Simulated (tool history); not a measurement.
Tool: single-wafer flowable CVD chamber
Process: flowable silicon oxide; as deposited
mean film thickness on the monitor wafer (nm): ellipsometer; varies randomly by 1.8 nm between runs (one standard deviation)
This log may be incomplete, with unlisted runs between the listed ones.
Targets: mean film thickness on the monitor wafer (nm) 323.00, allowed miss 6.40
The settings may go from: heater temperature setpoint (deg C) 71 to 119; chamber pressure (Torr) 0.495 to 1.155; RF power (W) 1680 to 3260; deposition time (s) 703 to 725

run	hour	heater temperature setpoint (deg C)	chamber pressure (Torr)	RF power (W)	deposition time (s)	mean film thickness on the monitor wafer (nm)
1	0.0	95	0.825	2470	703	525.79
2	7.5	104	0.825	2470	703	403.95
3	11.1	104	0.825	2235	703	392.94
4	15.9	104	0.933	2235	703	444.09
5	21.0	104	0.933	2235	703	441.66
6	26.4	104	0.799	2235	703	380.70
7	33.0	105	0.799	2235	703	370.28
8	39.5	106	0.799	2235	703	353.97

Exercise: of the 4 proposed moves below, exactly one satisfies all targets within the stated allowed misses. Which move is it?
A	46.0	109	0.780	2295	703	?
B	46.0	108	0.736	2340	703	?
C	46.0	102	0.823	1910	709	?
D	46.0	104	0.845	2490	725	?

move	mean film thickness on the monitor wafer (nm)
A	318.52
B	311.66
C	399.14
D	422.23
A: each result inside its tolerance
B: takes the result that was furthest off past its target
C: the biggest miss grows against the last run
D: the biggest miss grows against the last run
Answer: A

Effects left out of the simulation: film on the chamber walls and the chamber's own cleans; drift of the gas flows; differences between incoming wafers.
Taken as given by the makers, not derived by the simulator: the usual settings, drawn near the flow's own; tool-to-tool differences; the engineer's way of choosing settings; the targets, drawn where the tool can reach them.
